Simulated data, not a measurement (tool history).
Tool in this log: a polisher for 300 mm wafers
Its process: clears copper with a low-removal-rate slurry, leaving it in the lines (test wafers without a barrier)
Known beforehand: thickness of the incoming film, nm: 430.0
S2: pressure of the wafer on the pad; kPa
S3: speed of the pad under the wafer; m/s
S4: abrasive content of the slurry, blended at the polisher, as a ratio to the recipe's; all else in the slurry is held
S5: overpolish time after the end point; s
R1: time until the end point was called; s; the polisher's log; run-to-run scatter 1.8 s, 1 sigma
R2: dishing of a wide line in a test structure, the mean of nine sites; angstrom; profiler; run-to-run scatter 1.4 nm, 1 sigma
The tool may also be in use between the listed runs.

{"run": 1, "hour": 0.0, "flow of slurry (ml/min)": 130, "S2": 25.5, "S3": 0.98, "S4": 1.0, "S5": 15, "R1": 130.53, "R2": 347.68}
{"run": 2, "hour": 5.1, "flow of slurry (ml/min)": 130, "S2": 26.9, "S3": 0.98, "S4": 1.0, "S5": 16, "R1": 120.38, "R2": 373.61}
{"run": 3, "hour": 6.3, "flow of slurry (ml/min)": 130, "S2": 27.6, "S3": 1.0, "S4": 1.0, "S5": 17, "R1": 119.16, "R2": 421.18}
{"run": 4, "hour": 8.7, "flow of slurry (ml/min)": 130, "S2": 29.0, "S3": 1.0, "S4": 1.0, "S5": 17, "R1": 116.63, "R2": 426.49}
{"run": 5, "hour": 15.2, "flow of slurry (ml/min)": 130, "S2": 29.0, "S3": 0.86, "S4": 1.0, "S5": 17, "R1": 130.88, "R2": 377.4}
{"run": 6, "hour": 17.1, "flow of slurry (ml/min)": 130, "S2": 22.8, "S3": 0.86, "S4": 1.0, "S5": 17, "R1": 161.91, "R2": 337.41}
{"run": 7, "hour": 20.7, "flow of slurry (ml/min)": 130, "S2": 25.5, "S3": 0.88, "S4": 1.0, "S5": 18, "R1": 140.74, "R2": 391.86}

Run 8, settings as shown, results not yet in. Your forecast:
{"run": 8, "hour": 23.8, "flow of slurry (ml/min)": 130, "S2": 27.6, "S3": 0.9, "S4": 1.0, "S5": 18, "R1": "?", "R2": "?"}

R1: 135.63 s
R2: 397.39 angstrom
